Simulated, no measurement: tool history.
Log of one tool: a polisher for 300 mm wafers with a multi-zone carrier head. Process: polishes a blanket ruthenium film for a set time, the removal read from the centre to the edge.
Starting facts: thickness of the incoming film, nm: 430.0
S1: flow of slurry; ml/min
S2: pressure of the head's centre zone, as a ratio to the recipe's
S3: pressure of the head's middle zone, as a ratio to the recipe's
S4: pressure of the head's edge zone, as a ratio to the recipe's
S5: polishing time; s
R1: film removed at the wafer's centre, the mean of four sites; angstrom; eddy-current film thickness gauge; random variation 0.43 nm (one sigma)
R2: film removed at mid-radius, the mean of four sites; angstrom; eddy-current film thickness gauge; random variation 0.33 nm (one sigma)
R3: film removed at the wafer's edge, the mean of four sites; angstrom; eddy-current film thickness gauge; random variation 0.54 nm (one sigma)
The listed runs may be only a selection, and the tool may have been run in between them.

{"run": 1, "hour": 0.0, "S1": 165, "S2": 1.0, "S3": 1.0, "S4": 1.0, "S5": 64, "R1": 510.24, "R2": 501.41, "R3": 513.37}
{"run": 2, "hour": 8.1, "S1": 160, "S2": 0.96, "S3": 0.99, "S4": 0.97, "S5": 61, "R1": 450.51, "R2": 474.68, "R3": 479.03}
{"run": 3, "hour": 10.7, "S1": 155, "S2": 0.95, "S3": 0.97, "S4": 0.94, "S5": 59, "R1": 425.99, "R2": 453.55, "R3": 462.01}
{"run": 4, "hour": 14.8, "S1": 155, "S2": 0.95, "S3": 0.96, "S4": 0.92, "S5": 56, "R1": 415.21, "R2": 426.49, "R3": 435.36}
{"run": 5, "hour": 20.1, "S1": 195, "S2": 0.95, "S3": 0.96, "S4": 0.92, "S5": 56, "R1": 433.69, "R2": 442.55, "R3": 438.07}
{"run": 6, "hour": 24.3, "S1": 225, "S2": 0.95, "S3": 0.96, "S4": 0.92, "S5": 56, "R1": 433.18, "R2": 446.21, "R3": 460.81}
{"run": 7, "hour": 25.3, "S1": 215, "S2": 0.93, "S3": 0.94, "S4": 0.89, "S5": 55, "R1": 409.89, "R2": 437.6, "R3": 418.74}
{"run": 8, "hour": 26.8, "S1": 205, "S2": 0.91, "S3": 0.91, "S4": 0.9, "S5": 54, "R1": 390.54, "R2": 410.95, "R3": 414.86}

Run 9 comes next. What will it give?
{"run": 9, "hour": 34.5, "S1": 195, "S2": 0.9, "S3": 0.9, "S4": 0.89, "S5": 54, "R1": "?", "R2": "?", "R3": "?"}

R1: 385.74 angstrom
R2: 404.11 angstrom
R3: 417.91 angstrom
